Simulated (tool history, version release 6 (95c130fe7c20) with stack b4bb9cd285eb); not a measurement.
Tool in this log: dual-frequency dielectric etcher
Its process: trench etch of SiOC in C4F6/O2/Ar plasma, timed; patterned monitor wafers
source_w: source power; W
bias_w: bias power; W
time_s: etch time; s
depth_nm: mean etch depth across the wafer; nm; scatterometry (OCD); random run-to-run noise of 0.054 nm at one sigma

{"run": 1, "hour": 0.0, "source_w": 320, "bias_w": 152, "time_s": 10.0, "depth_nm": 17.776}
{"run": 2, "hour": 8.7, "source_w": 340, "bias_w": 153, "time_s": 10.0, "depth_nm": 18.151}
{"run": 3, "hour": 10.4, "source_w": 280, "bias_w": 153, "time_s": 10.0, "depth_nm": 17.13}
{"run": 4, "hour": 15.0, "source_w": 320, "bias_w": 155, "time_s": 10.0, "depth_nm": 17.829}
{"run": 5, "hour": 22.8, "source_w": 320, "bias_w": 155, "time_s": 9.5, "depth_nm": 17.021}
{"run": 6, "hour": 27.4, "source_w": 290, "bias_w": 155, "time_s": 9.5, "depth_nm": 16.572}
{"run": 7, "hour": 35.5, "source_w": 330, "bias_w": 157, "time_s": 9.5, "depth_nm": 17.275}
{"run": 8, "hour": 38.1, "source_w": 360, "bias_w": 162, "time_s": 9.5, "depth_nm": 17.882}
{"run": 9, "hour": 42.7, "source_w": 380, "bias_w": 166, "time_s": 9.5, "depth_nm": 18.315}
{"run": 10, "hour": 51.0, "source_w": 380, "bias_w": 166, "time_s": 9.5, "depth_nm": 18.283}
{"run": 11, "hour": 56.3, "source_w": 400, "bias_w": 170, "time_s": 9.5, "depth_nm": 18.737}

Expected results for the next run?
{"run": 12, "hour": 61.3, "source_w": 410, "bias_w": 172, "time_s": 9.5, "depth_nm": "?"}

{"run 12": {"depth_nm": 18.931}}
